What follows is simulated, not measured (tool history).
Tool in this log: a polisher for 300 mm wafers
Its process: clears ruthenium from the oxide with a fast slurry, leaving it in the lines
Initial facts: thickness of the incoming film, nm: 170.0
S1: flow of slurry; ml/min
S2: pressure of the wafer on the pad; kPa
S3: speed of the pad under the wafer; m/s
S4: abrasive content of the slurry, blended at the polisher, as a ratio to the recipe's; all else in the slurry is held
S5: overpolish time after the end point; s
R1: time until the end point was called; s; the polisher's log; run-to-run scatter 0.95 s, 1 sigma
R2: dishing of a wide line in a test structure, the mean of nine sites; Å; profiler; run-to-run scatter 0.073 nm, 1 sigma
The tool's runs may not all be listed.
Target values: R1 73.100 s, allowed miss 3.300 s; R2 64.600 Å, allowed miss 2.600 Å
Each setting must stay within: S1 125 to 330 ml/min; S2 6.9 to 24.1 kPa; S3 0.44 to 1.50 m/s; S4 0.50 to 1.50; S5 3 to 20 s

{"run": 1, "hour": 0.0, "S1": 210, "S2": 15.2, "S3": 0.96, "S4": 1.0, "S5": 10, "R1": 67.466, "R2": 224.44}
{"run": 2, "hour": 7.7, "S1": 210, "S2": 14.5, "S3": 0.94, "S4": 1.0, "S5": 9, "R1": 68.96, "R2": 191.24}
{"run": 3, "hour": 10.4, "S1": 235, "S2": 14.5, "S3": 0.94, "S4": 1.0, "S5": 9, "R1": 68.453, "R2": 189.95}
{"run": 4, "hour": 13.9, "S1": 235, "S2": 13.1, "S3": 0.94, "S4": 1.0, "S5": 9, "R1": 75.7, "R2": 176.41}
{"run": 5, "hour": 19.7, "S1": 250, "S2": 13.1, "S3": 0.9, "S4": 1.05, "S5": 8, "R1": 77.092, "R2": 158.99}
{"run": 6, "hour": 24.7, "S1": 260, "S2": 13.1, "S3": 0.92, "S4": 1.0, "S5": 7, "R1": 77.926, "R2": 140.64}
{"run": 7, "hour": 28.1, "S1": 260, "S2": 13.1, "S3": 0.92, "S4": 1.0, "S5": 7, "R1": 77.834, "R2": 139.29}
{"run": 8, "hour": 35.6, "S1": 270, "S2": 13.1, "S3": 0.94, "S4": 0.95, "S5": 6, "R1": 76.677, "R2": 118.36}
{"run": 9, "hour": 36.6, "S1": 280, "S2": 13.1, "S3": 0.94, "S4": 0.9, "S5": 6, "R1": 77.955, "R2": 117.0}
{"run": 10, "hour": 40.4, "S1": 285, "S2": 13.1, "S3": 0.96, "S4": 0.85, "S5": 6, "R1": 78.441, "R2": 116.05}
{"run": 11, "hour": 48.8, "S1": 290, "S2": 13.1, "S3": 0.98, "S4": 0.8, "S5": 6, "R1": 80.501, "R2": 114.45}
{"run": 12, "hour": 53.9, "S1": 295, "S2": 13.8, "S3": 0.96, "S4": 0.75, "S5": 6, "R1": 82.591, "R2": 113.11}
{"run": 13, "hour": 56.0, "S1": 300, "S2": 13.1, "S3": 1.02, "S4": 0.7, "S5": 6, "R1": 86.384, "R2": 109.55}
{"run": 14, "hour": 62.6, "S1": 300, "S2": 13.1, "S3": 1.02, "S4": 0.7, "S5": 6, "R1": 84.529, "R2": 110.54}
{"run": 15, "hour": 63.7, "S1": 305, "S2": 11.7, "S3": 1.02, "S4": 0.7, "S5": 3, "R1": 93.91, "R2": 50.526}
{"run": 16, "hour": 70.6, "S1": 300, "S2": 11.7, "S3": 1.04, "S4": 0.7, "S5": 3, "R1": 90.756, "R2": 51.602}
{"run": 17, "hour": 73.4, "S1": 300, "S2": 11.7, "S3": 1.06, "S4": 0.7, "S5": 3, "R1": 89.754, "R2": 52.827}
{"run": 18, "hour": 82.2, "S1": 300, "S2": 11.7, "S3": 1.08, "S4": 0.7, "S5": 3, "R1": 89.102, "R2": 54.249}
{"run": 19, "hour": 83.3, "S1": 295, "S2": 11.7, "S3": 1.1, "S4": 0.7, "S5": 3, "R1": 87.894, "R2": 54.623}
{"run": 20, "hour": 92.0, "S1": 295, "S2": 11.7, "S3": 1.1, "S4": 0.7, "S5": 3, "R1": 86.218, "R2": 54.176}
{"run": 21, "hour": 93.9, "S1": 295, "S2": 11.7, "S3": 1.1, "S4": 0.7, "S5": 3, "R1": 88.007, "R2": 54.006}
{"run": 22, "hour": 98.4, "S1": 295, "S2": 11.7, "S3": 1.12, "S4": 0.7, "S5": 3, "R1": 84.051, "R2": 55.506}
{"run": 23, "hour": 104.7, "S1": 295, "S2": 11.7, "S3": 1.14, "S4": 0.7, "S5": 3, "R1": 84.216, "R2": 55.725}
{"run": 24, "hour": 107.0, "S1": 295, "S2": 14.5, "S3": 1.14, "S4": 0.7, "S5": 3, "R1": 67.989, "R2": 69.381}

Which single option among these 4 for the next run brings every result within its allowed miss of target? Just one does.
{"run": "A", "hour": 109.3, "S1": 325, "S2": 13.1, "S3": 1.38, "S4": 0.65, "S5": 3, "R1": "?", "R2": "?"}
{"run": "B", "hour": 109.3, "S1": 260, "S2": 15.9, "S3": 0.96, "S4": 0.75, "S5": 3, "R1": "?", "R2": "?"}
{"run": "C", "hour": 109.3, "S1": 270, "S2": 15.2, "S3": 0.92, "S4": 0.75, "S5": 4, "R1": "?", "R2": "?"}
{"run": "D", "hour": 109.3, "S1": 310, "S2": 13.8, "S3": 1.16, "S4": 0.75, "S5": 3, "R1": "?", "R2": "?"}

move=A R1=66.513 R2=70.327
move=B R1=73.189 R2=64.120
move=C R1=79.267 R2=78.351
move=D R1=68.379 R2=68.474
A: the biggest miss grows against the last run
B: hits every target within its allowed miss
C: the biggest miss grows against the last run
D: moves toward the targets from the last run without getting all of them in spec
The move that meets every target is B.
